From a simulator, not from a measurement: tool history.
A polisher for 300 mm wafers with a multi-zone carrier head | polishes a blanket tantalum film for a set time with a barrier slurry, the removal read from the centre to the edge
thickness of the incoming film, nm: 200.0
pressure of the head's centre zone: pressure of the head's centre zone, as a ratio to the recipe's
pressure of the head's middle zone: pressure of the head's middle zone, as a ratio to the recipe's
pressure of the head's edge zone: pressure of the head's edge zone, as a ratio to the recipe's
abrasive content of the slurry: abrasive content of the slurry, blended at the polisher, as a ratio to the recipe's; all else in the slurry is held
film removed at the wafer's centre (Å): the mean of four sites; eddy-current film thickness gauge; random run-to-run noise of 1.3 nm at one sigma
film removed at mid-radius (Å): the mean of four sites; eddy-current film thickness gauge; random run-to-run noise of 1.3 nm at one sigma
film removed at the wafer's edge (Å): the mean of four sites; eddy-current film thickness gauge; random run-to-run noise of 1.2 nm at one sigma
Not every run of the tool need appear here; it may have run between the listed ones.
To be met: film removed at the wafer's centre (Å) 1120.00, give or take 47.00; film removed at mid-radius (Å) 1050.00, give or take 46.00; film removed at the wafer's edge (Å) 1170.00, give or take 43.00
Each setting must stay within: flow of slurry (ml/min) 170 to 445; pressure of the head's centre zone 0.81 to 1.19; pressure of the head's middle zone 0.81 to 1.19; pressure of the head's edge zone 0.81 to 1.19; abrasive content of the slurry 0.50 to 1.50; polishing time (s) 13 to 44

run	hour	flow of slurry (ml/min)	pressure of the head's centre zone	pressure of the head's middle zone	pressure of the head's edge zone	abrasive content of the slurry	polishing time (s)	film removed at the wafer's centre (Å)	film removed at mid-radius (Å)	film removed at the wafer's edge (Å)
1	0.0	285	1.00	1.00	1.00	1.00	28	794.95	865.71	852.03
2	2.2	285	1.00	1.00	1.00	0.80	28	712.88	768.46	787.34
3	8.6	285	1.02	0.96	1.04	1.00	29	852.72	843.44	900.31
4	11.0	285	1.02	0.96	1.08	1.10	30	887.72	908.89	991.60
5	18.0	240	1.02	0.96	1.08	1.10	30	865.13	889.39	965.96
6	19.4	240	1.02	0.96	1.14	1.10	30	898.92	878.55	1001.50
7	20.1	265	1.09	1.03	1.19	1.35	31	1023.50	1072.20	1124.00
8	24.4	265	1.11	1.01	1.19	1.40	31	1042.30	1034.70	1135.60

Of the 5 settings listed for the next run, only one would bring every result within its allowed miss of target. Which one?
A	28.7	290	0.99	1.08	1.19	1.50	30	?	?	?
B	28.7	260	1.15	1.00	1.18	1.40	32	?	?	?
C	28.7	270	1.07	0.97	1.18	1.20	32	?	?	?
D	28.7	325	1.13	0.87	1.15	1.45	31	?	?	?
E	28.7	250	1.18	0.88	1.19	1.30	32	?	?	?

move	film removed at the wafer's centre (Å)	film removed at mid-radius (Å)	film removed at the wafer's edge (Å)
A	948.76	1077.30	1141.30
B	1110.00	1044.40	1181.70
C	1006.50	980.23	1136.70
D	1097.30	931.19	1162.80
E	1105.20	915.72	1161.50
A: misses by more than the last run did
B: every result within its allowed miss
C: misses by more than the last run did
D: the furthest-off result lands on target, but another misses its tolerance
E: the furthest-off result lands on target, but another misses its tolerance
B is the move that brings every result within its allowed miss.

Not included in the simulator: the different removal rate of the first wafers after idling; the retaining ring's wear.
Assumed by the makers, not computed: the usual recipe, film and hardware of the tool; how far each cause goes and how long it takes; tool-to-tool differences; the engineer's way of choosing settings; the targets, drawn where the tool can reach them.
